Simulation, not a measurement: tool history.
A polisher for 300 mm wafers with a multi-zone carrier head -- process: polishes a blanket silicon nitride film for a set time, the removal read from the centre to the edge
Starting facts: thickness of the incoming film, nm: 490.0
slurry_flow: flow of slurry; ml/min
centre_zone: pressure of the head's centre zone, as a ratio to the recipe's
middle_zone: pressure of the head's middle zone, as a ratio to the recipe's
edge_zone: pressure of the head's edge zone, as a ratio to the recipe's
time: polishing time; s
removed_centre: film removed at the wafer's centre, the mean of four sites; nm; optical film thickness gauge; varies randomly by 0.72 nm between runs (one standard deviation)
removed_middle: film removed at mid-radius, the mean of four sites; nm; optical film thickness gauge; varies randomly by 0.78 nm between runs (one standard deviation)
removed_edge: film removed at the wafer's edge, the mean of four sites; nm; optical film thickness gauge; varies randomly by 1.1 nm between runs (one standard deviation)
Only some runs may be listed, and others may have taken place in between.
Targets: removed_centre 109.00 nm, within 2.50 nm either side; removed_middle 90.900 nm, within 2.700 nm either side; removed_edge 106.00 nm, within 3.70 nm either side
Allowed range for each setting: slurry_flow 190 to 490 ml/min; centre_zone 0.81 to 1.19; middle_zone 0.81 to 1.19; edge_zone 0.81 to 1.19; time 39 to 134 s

run	hour	slurry_flow	centre_zone	middle_zone	edge_zone	time	removed_centre	removed_middle	removed_edge
1	0.0	315	1.00	1.00	1.00	86	167.47	161.420	168.44
2	7.7	315	1.00	1.00	1.00	106	206.87	196.560	204.87
3	14.7	315	0.94	1.00	1.00	106	198.08	195.070	205.87
4	16.9	305	0.95	0.96	0.98	95	178.56	173.610	180.60
5	24.1	375	0.95	0.96	0.98	95	181.55	173.840	182.55
6	32.3	380	0.97	0.93	0.99	84	164.12	151.550	165.24
7	33.5	385	0.98	0.91	0.99	75	145.35	134.600	145.23
8	34.0	390	1.00	0.89	1.00	69	134.20	120.420	132.08
9	39.4	375	1.01	0.87	1.01	66	129.84	113.110	131.88
10	46.4	365	1.01	0.86	0.99	63	126.22	107.100	122.97
11	49.6	350	1.00	0.85	0.98	62	121.17	104.080	118.96
12	51.6	330	1.00	0.84	0.97	61	118.64	102.290	117.71
13	60.2	315	1.00	0.83	0.96	60	116.30	99.640	116.49
14	66.4	305	1.00	0.83	0.95	59	114.21	97.827	111.68
15	72.1	295	1.00	0.83	0.95	59	113.63	98.798	111.93

Exactly one of the 4 candidate moves below puts every result within its allowed miss. Which one?
A	77.8	300	1.01	0.98	0.87	60	?	?	?
B	77.8	305	1.05	0.90	0.82	58	?	?	?
C	77.8	380	1.10	0.90	0.83	56	?	?	?
D	77.8	265	1.03	0.82	0.96	56	?	?	?

move	removed_centre	removed_middle	removed_edge
A	116.43	111.490	109.49
B	115.69	101.880	103.69
C	117.53	100.050	101.90
D	108.68	91.381	105.55
A: moves away from the targets compared with the last run
B: moves away from the targets compared with the last run
C: moves away from the targets compared with the last run
D: all results land within tolerance of their targets
Move D is the one to make.

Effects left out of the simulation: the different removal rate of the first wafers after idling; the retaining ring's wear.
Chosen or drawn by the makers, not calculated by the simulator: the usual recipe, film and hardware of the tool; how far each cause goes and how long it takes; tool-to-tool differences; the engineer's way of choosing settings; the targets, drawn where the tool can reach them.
